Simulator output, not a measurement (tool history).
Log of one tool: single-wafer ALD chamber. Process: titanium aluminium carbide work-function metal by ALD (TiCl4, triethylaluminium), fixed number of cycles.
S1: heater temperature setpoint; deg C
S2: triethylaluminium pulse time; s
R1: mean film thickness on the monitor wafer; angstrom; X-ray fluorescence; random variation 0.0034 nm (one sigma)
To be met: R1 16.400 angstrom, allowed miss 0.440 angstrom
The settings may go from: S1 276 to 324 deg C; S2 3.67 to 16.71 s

run  hour   S1     S2      R1
  1   0.0  300  10.19  19.088
  2   2.1  300  12.90  20.044
  3   2.7  294  12.90  19.452
  4   9.1  290  11.75  18.863
     10.4  -- triethylaluminium bottle replaced
  5  10.4  296  11.75  19.844
  6  13.8  292  10.00  19.148
  7  14.4  289   8.63  18.316
  8  19.9  286   7.56  17.272
  9  27.8  285   7.36  16.957

5 next moves are on the table. One of them brings every result within its allowed miss. Which?
  A  35.7  287  7.46   ?
  B  35.7  276  7.47   ?
  C  35.7  284  8.88   ?
  D  35.7  284  7.88   ?
  E  35.7  280  8.09   ?

move      R1
   A  17.235
   B  16.260
   C  17.891
   D  17.303
   E  17.082
A: further off than the last run
B: meets every target
C: further off than the last run
D: further off than the last run
E: further off than the last run
Move B is the one to make.

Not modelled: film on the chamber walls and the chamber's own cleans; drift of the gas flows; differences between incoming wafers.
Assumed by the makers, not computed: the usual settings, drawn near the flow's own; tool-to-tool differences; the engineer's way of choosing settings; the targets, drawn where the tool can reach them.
